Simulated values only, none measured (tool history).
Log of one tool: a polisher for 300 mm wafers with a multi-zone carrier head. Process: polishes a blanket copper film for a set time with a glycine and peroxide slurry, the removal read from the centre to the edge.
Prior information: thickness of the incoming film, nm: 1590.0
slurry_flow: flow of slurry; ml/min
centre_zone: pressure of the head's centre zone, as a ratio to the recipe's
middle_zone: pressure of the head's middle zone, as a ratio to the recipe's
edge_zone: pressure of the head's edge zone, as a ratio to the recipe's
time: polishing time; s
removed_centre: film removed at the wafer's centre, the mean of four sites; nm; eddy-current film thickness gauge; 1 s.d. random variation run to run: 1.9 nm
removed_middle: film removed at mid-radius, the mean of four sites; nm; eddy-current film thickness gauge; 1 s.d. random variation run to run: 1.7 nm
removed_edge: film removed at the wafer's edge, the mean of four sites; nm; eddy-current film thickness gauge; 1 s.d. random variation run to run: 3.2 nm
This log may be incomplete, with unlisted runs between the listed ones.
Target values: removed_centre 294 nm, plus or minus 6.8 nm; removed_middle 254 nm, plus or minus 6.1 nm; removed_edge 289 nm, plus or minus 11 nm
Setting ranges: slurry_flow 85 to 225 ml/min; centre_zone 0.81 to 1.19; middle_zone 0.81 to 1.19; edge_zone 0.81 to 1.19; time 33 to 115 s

run,day,slurry_flow,centre_zone,middle_zone,edge_zone,time,removed_centre,removed_middle,removed_edge
1,0,145,1,1,1,73,380.98,387.93,406.67
2,0.246,160,1,1,1,73,389.42,393.19,425.69
3,0.508,145,1,0.95,0.97,68,356.61,346.85,373.8
4,0.546,145,1,0.95,0.97,83,433.65,422.89,451.28
5,0.917,135,1,0.91,0.96,76,393.62,364.49,420.92
6,1.083,135,1.03,0.91,0.96,76,404.83,363.04,416.36
7,1.246,125,1.02,0.89,0.92,71,362.48,328.29,386.31
# day 1.525: edge zone pressure recalibrated
8,1.525,150,1.09,0.9,0.84,50,287,245.8,251.3
9,1.679,150,1.08,0.9,0.88,50,283.06,244.37,258.17
10,1.812,155,1.08,0.9,0.91,50,287.85,244.67,260.45
11,1.971,160,1.02,0.9,1.01,54,296.32,270.13,298.68
12,2.188,155,1.03,0.89,1,54,297.55,267.15,290.09
13,2.429,140,1.04,0.84,1.04,54,290.63,247.04,295.73
14,2.671,145,1.04,0.84,1.03,54,294.36,246,295.67
15,2.867,145,1.04,0.84,1.03,54,292.62,250.23,298.79

Exactly one of the 5 candidate moves below puts every result within its allowed miss. Which one?
A,3.062,115,0.97,0.81,1.03,60,?,?,?
B,3.062,145,1.01,0.81,1.12,56,?,?,?
C,3.062,140,1.04,0.82,1.06,54,?,?,?
D,3.062,120,1.01,0.83,1.14,57,?,?,?
E,3.062,160,1.04,0.87,1,53,?,?,?

move,removed_centre,removed_middle,removed_edge
A,292.05,253.17,314.92
B,301.17,249.76,318.27
C,295.71,241.41,297.17
D,291.55,248.05,316.61
E,299.39,255.63,289.22
A: misses by more than the last run did
B: misses by more than the last run did
C: corrects the largest miss of the last run, while another result sits out of spec
D: misses by more than the last run did
E: in spec on every target
E is the move that brings every result within its allowed miss.

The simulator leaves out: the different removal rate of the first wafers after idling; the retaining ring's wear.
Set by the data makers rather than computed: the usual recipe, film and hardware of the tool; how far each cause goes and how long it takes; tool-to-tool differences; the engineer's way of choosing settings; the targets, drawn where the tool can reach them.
